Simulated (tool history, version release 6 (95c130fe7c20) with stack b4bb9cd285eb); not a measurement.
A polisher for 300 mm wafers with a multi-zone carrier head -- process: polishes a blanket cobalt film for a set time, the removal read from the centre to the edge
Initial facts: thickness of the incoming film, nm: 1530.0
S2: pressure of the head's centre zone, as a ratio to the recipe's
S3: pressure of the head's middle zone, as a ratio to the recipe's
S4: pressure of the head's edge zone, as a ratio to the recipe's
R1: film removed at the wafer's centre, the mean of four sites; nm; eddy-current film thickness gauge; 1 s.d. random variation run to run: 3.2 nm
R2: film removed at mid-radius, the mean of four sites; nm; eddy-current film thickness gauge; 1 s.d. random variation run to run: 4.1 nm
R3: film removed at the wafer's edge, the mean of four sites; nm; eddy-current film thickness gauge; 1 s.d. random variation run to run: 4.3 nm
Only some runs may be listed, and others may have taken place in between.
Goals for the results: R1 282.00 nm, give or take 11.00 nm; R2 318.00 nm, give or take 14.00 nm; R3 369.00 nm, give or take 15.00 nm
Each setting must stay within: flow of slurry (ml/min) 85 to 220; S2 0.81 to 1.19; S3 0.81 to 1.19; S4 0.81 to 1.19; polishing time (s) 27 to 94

{"run": 1, "hour": 0.0, "flow of slurry (ml/min)": 140, "S2": 1.0, "S3": 1.0, "S4": 1.0, "polishing time (s)": 60, "R1": 325.18, "R2": 335.59, "R3": 330.55}
{"run": 2, "hour": 1.6, "flow of slurry (ml/min)": 130, "S2": 0.97, "S3": 0.98, "S4": 1.03, "polishing time (s)": 61, "R1": 324.33, "R2": 319.59, "R3": 329.38}
{"run": 3, "hour": 3.7, "flow of slurry (ml/min)": 95, "S2": 0.97, "S3": 0.98, "S4": 1.03, "polishing time (s)": 61, "R1": 288.98, "R2": 293.09, "R3": 314.56}
{"run": 4, "hour": 7.4, "flow of slurry (ml/min)": 95, "S2": 0.93, "S3": 0.99, "S4": 1.07, "polishing time (s)": 63, "R1": 286.66, "R2": 306.6, "R3": 322.54}
{"run": 5, "hour": 14.8, "flow of slurry (ml/min)": 95, "S2": 0.9, "S3": 0.98, "S4": 1.1, "polishing time (s)": 65, "R1": 282.07, "R2": 310.46, "R3": 339.84}
{"run": 6, "hour": 20.1, "flow of slurry (ml/min)": 95, "S2": 0.9, "S3": 0.98, "S4": 1.13, "polishing time (s)": 65, "R1": 282.79, "R2": 321.09, "R3": 343.47}
{"run": 7, "hour": 26.9, "flow of slurry (ml/min)": 95, "S2": 0.89, "S3": 0.96, "S4": 1.14, "polishing time (s)": 66, "R1": 278.44, "R2": 312.71, "R3": 350.29}
{"run": 8, "hour": 33.5, "flow of slurry (ml/min)": 95, "S2": 0.89, "S3": 0.95, "S4": 1.15, "polishing time (s)": 66, "R1": 284.33, "R2": 308.2, "R3": 351.87}

4 next moves are on the table. One of them brings every result within its allowed miss. Which?
{"run": "A", "hour": 40.1, "flow of slurry (ml/min)": 110, "S2": 1.01, "S3": 1.02, "S4": 1.12, "polishing time (s)": 61, "R1": "?", "R2": "?", "R3": "?"}
{"run": "B", "hour": 40.1, "flow of slurry (ml/min)": 115, "S2": 0.84, "S3": 0.95, "S4": 1.19, "polishing time (s)": 71, "R1": "?", "R2": "?", "R3": "?"}
{"run": "C", "hour": 40.1, "flow of slurry (ml/min)": 90, "S2": 0.82, "S3": 0.82, "S4": 1.12, "polishing time (s)": 79, "R1": "?", "R2": "?", "R3": "?"}
{"run": "D", "hour": 40.1, "flow of slurry (ml/min)": 115, "S2": 0.83, "S3": 0.91, "S4": 1.19, "polishing time (s)": 66, "R1": "?", "R2": "?", "R3": "?"}

move=A R1=319.87 R2=321.73 R3=328.26
move=B R1=313.58 R2=357.53 R3=395.28
move=C R1=310.23 R2=325.34 R3=407.65
move=D R1=287.91 R2=320.65 R3=367.64
A: lands further from the targets than the last run did
B: carries the result that was furthest off beyond its target, to the other side
C: carries the result that was furthest off beyond its target, to the other side
D: each result inside its tolerance
The right move is D.
